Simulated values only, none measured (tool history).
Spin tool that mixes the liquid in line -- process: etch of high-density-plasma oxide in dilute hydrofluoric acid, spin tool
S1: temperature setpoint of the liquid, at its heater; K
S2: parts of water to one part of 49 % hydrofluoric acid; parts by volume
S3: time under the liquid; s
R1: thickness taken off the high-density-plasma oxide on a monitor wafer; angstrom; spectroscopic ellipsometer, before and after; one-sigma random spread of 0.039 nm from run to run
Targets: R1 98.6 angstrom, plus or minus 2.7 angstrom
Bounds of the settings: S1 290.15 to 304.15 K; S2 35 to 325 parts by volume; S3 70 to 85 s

run	hour	S1	S2	S3	R1
1	0	296.15	180	85	44.088
2	7.1	297.65	160	85	54.23
3	10.9	299.15	150	85	61.646
4	16	299.15	150	85	61.674
5	21.6	299.15	150	70	50.608
6	30	299.15	150	85	61.629
7	35.9	303.15	95	85	121.58
8	43.2	303.15	95	85	122.38

4 candidate next runs follow, results not yet known. Just one meets every target within its allowed miss. Identify it.
A	50.5	301.15	100	85	?
B	50.5	304.15	110	85	?
C	50.5	304.15	100	70	?
D	50.5	302.15	120	85	?

move	R1
A	106.59
B	106.94
C	98.279
D	89.79
A: better than the last run, though not everything is in spec
B: better than the last run, though not everything is in spec
C: every result lands within tolerance
D: the result that was furthest off in the last run now lies on the other side of its target
C meets every target.
